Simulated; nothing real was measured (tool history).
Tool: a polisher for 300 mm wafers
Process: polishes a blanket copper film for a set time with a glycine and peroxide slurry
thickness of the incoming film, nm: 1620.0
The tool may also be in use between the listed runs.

run,hour,flow of slurry (ml/min),pressure of the wafer on the pad (psi),speed of the pad under the wafer (m/s),polishing time (s),film removed (nm)
1,0,175,3,1.24,55,354.72
2,1.7,175,2.9,1.24,55,343.73
3,6.8,145,2.9,1.24,55,334.75
4,8.8,145,2.9,1.36,55,360.8
5,9.7,145,3.4,1.36,55,406.33
6,14,145,3.2,1.34,55,389.48
7,19.1,145,3,1.34,55,364.01
8,21.6,145,2.8,1.34,55,346.89
9,24.9,145,2.7,1.34,55,332.53
10,33.2,145,2.7,1.34,55,334.17

Forecast run 11:
11,36.8,145,2.6,1.34,55,?

{"run 11": {"film removed (nm)": 321.63}}
